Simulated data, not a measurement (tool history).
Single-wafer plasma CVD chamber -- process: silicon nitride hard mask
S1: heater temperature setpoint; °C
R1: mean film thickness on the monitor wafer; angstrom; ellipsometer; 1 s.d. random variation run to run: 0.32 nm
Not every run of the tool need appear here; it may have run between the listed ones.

Run 1, hour 0: S1 385 °C, chamber pressure (Pa) 181, RF power (kW) 0.25, deposition time (s) 63.5. Result: R1 599.1 angstrom.
Run 2, hour 1: S1 385 °C, chamber pressure (Pa) 212, RF power (kW) 0.25, deposition time (s) 63.5. Result: R1 622.44 angstrom.
Run 3, hour 3.5: S1 385 °C, chamber pressure (Pa) 212, RF power (kW) 0.23, deposition time (s) 63.5. Result: R1 595.22 angstrom.
Run 4, hour 10.9: S1 385 °C, chamber pressure (Pa) 220, RF power (kW) 0.235, deposition time (s) 63.6. Result: R1 607.63 angstrom.
Run 5, hour 14.1: S1 385 °C, chamber pressure (Pa) 225, RF power (kW) 0.24, deposition time (s) 63.7. Result: R1 622.95 angstrom.
Run 6, hour 21.4: S1 385 °C, chamber pressure (Pa) 231, RF power (kW) 0.245, deposition time (s) 63.7. Result: R1 631.99 angstrom.
Run 7, hour 28.3: S1 385 °C, chamber pressure (Pa) 235, RF power (kW) 0.25, deposition time (s) 63.7. Result: R1 644.09 angstrom.
Run 8, hour 33.5: S1 385 °C, chamber pressure (Pa) 237, RF power (kW) 0.25, deposition time (s) 63.7. Result: R1 644.8 angstrom.

Expected results for the next run?
Run 9, hour 41.6: S1 385 °C, chamber pressure (Pa) 240, RF power (kW) 0.25, deposition time (s) 63.7. Result: R1 ?.

R1: 646.36 angstrom

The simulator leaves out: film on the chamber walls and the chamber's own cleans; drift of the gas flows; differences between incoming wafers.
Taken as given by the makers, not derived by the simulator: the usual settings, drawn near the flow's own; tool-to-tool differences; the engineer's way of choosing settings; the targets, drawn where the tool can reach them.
